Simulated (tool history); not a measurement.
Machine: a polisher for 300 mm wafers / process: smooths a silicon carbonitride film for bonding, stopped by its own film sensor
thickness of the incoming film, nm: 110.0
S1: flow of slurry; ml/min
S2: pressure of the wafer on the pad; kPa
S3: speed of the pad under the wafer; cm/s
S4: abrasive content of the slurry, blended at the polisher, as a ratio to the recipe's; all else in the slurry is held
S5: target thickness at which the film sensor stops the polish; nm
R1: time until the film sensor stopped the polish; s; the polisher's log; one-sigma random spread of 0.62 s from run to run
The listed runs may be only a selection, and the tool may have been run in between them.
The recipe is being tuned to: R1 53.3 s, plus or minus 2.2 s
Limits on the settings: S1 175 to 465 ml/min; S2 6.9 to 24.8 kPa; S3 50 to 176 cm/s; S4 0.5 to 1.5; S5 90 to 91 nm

| run | hour | S1 | S2 | S3 | S4 | S5 | R1 |
|---|---|---|---|---|---|---|---|
| 1 | 0 | 295 | 15.9 | 112 | 1 | 91 | 73.335 |
| 2 | 8.9 | 295 | 15.9 | 112 | 1.15 | 91 | 70.088 |
| 3 | 12.7 | 295 | 15.9 | 98 | 1.15 | 91 | 75.829 |
| 4 | 13.5 | 295 | 17.2 | 98 | 1.15 | 91 | 72.032 |
| 5 | 21.4 | 295 | 17.9 | 98 | 1.15 | 91 | 68.135 |
| 6 | 29.6 | 295 | 17.9 | 98 | 1.15 | 90 | 71.464 |
| 7 | 36.9 | 295 | 18.6 | 98 | 1.15 | 90 | 71.061 |
| 8 | 40.8 | 295 | 19.3 | 98 | 1.15 | 90 | 67.445 |
|  | 49.2 | worn pad replaced by a new one |
| 9 | 49.2 | 295 | 20 | 98 | 1.15 | 90 | 60.439 |
| 10 | 57.4 | 295 | 21.4 | 98 | 1.15 | 90 | 58.31 |
| 11 | 63.8 | 295 | 22.1 | 98 | 1.15 | 90 | 56.347 |

Next run, 4 choices. One meets every target within its allowed miss, the rest don't. Which?
| A | 70.2 | 280 | 23.4 | 108 | 1.1 | 91 | ? |
| B | 70.2 | 265 | 19.3 | 132 | 1 | 90 | ? |
| C | 70.2 | 270 | 22.8 | 106 | 1.15 | 91 | ? |
| D | 70.2 | 375 | 24.1 | 104 | 0.95 | 91 | ? |

| move | R1 |
|---|---|
| A | 48.376 |
| B | 54.88 |
| C | 49.822 |
| D | 50.39 |
A: moves the result that the last run missed by most past its target, out the other side
B: each result inside its tolerance
C: moves the result that the last run missed by most past its target, out the other side
D: moves the result that the last run missed by most past its target, out the other side
Correct choice: B, which meets every target
